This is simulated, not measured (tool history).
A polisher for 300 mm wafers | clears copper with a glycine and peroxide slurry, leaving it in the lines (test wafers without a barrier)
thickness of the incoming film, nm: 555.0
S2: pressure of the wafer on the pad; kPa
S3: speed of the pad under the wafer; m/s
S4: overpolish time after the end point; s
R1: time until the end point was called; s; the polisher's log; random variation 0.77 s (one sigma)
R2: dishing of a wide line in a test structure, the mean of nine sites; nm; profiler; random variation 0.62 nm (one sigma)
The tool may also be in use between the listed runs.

Run 1, hour 0.0: flow of slurry (ml/min) 250, S2 21.4 kPa, S3 1.18 m/s, S4 20 s. Result: R1 86.994 s, R2 66.067 nm.
Run 2, hour 7.8: flow of slurry (ml/min) 250, S2 21.4 kPa, S3 1.18 m/s, S4 15 s. Result: R1 87.177 s, R2 55.506 nm.
Run 3, hour 14.7: flow of slurry (ml/min) 250, S2 24.8 kPa, S3 1.22 m/s, S4 12 s. Result: R1 74.939 s, R2 53.384 nm.
Run 4, hour 18.6: flow of slurry (ml/min) 250, S2 27.6 kPa, S3 1.24 m/s, S4 11 s. Result: R1 66.179 s, R2 54.317 nm.
Run 5, hour 24.6: flow of slurry (ml/min) 250, S2 29.6 kPa, S3 1.24 m/s, S4 10 s. Result: R1 64.170 s, R2 52.401 nm.
Run 6, hour 29.6: flow of slurry (ml/min) 250, S2 31.0 kPa, S3 1.28 m/s, S4 10 s. Result: R1 59.920 s, R2 55.089 nm.
Run 7, hour 31.0: flow of slurry (ml/min) 250, S2 31.7 kPa, S3 1.30 m/s, S4 9 s. Result: R1 56.555 s, R2 52.710 nm.

Forecast run 8:
Run 8, hour 32.6: flow of slurry (ml/min) 250, S2 32.4 kPa, S3 1.30 m/s, S4 9 s. Result: R1 ?, R2 ?.

R1: 57.330 s
R2: 53.182 nm
